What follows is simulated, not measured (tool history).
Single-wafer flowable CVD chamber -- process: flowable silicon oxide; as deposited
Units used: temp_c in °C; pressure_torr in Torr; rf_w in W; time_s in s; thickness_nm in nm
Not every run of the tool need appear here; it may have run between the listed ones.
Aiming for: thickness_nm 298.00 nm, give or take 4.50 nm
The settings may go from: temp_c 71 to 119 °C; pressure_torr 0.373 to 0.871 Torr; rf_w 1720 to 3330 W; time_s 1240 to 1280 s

Run 1, hour 0.0: temp_c 95 °C, pressure_torr 0.622 Torr, rf_w 2525 W, time_s 1240 s. Result: thickness_nm 691.85 nm.
Run 2, hour 9.2: temp_c 100 °C, pressure_torr 0.617 Torr, rf_w 2525 W, time_s 1240 s. Result: thickness_nm 573.95 nm.
Run 3, hour 18.3: temp_c 104 °C, pressure_torr 0.617 Torr, rf_w 2525 W, time_s 1240 s. Result: thickness_nm 493.24 nm.
Run 4, hour 27.1: temp_c 107 °C, pressure_torr 0.617 Torr, rf_w 2525 W, time_s 1240 s. Result: thickness_nm 443.91 nm.
Run 5, hour 32.7: temp_c 107 °C, pressure_torr 0.617 Torr, rf_w 2850 W, time_s 1240 s. Result: thickness_nm 450.34 nm.
Run 6, hour 40.0: temp_c 107 °C, pressure_torr 0.617 Torr, rf_w 2545 W, time_s 1240 s. Result: thickness_nm 445.95 nm.
Run 7, hour 49.1: temp_c 109 °C, pressure_torr 0.617 Torr, rf_w 2545 W, time_s 1240 s. Result: thickness_nm 415.05 nm.
Run 8, hour 51.8: temp_c 111 °C, pressure_torr 0.617 Torr, rf_w 2545 W, time_s 1240 s. Result: thickness_nm 390.14 nm.
Run 9, hour 53.5: temp_c 113 °C, pressure_torr 0.617 Torr, rf_w 2545 W, time_s 1240 s. Result: thickness_nm 361.77 nm.
Run 10, hour 62.8: temp_c 114 °C, pressure_torr 0.617 Torr, rf_w 2545 W, time_s 1240 s. Result: thickness_nm 352.27 nm.
Run 11, hour 68.4: temp_c 115 °C, pressure_torr 0.617 Torr, rf_w 2545 W, time_s 1240 s. Result: thickness_nm 340.41 nm.
Run 12, hour 72.8: temp_c 116 °C, pressure_torr 0.617 Torr, rf_w 2545 W, time_s 1240 s. Result: thickness_nm 326.75 nm.
Run 13, hour 80.7: temp_c 117 °C, pressure_torr 0.617 Torr, rf_w 2545 W, time_s 1240 s. Result: thickness_nm 319.00 nm.
Run 14, hour 88.7: temp_c 117 °C, pressure_torr 0.617 Torr, rf_w 2545 W, time_s 1240 s. Result: thickness_nm 318.28 nm.

Which of these 4 next moves meets every target?
Run A, hour 96.7: temp_c 116 °C, pressure_torr 0.574 Torr, rf_w 2590 W, time_s 1240 s. Result: thickness_nm ?.
Run B, hour 96.7: temp_c 118 °C, pressure_torr 0.596 Torr, rf_w 2360 W, time_s 1250 s. Result: thickness_nm ?.
Run C, hour 96.7: temp_c 114 °C, pressure_torr 0.550 Torr, rf_w 2210 W, time_s 1240 s. Result: thickness_nm ?.
Run D, hour 96.7: temp_c 115 °C, pressure_torr 0.567 Torr, rf_w 2695 W, time_s 1240 s. Result: thickness_nm ?.

move  thickness_nm
   A        307.05
   B        297.03
   C        308.23
   D        314.79
A: better than the last run, though not everything is in spec
B: hits every target within its allowed miss
C: better than the last run, though not everything is in spec
D: better than the last run, though not everything is in spec
Correct choice: B, which meets every target
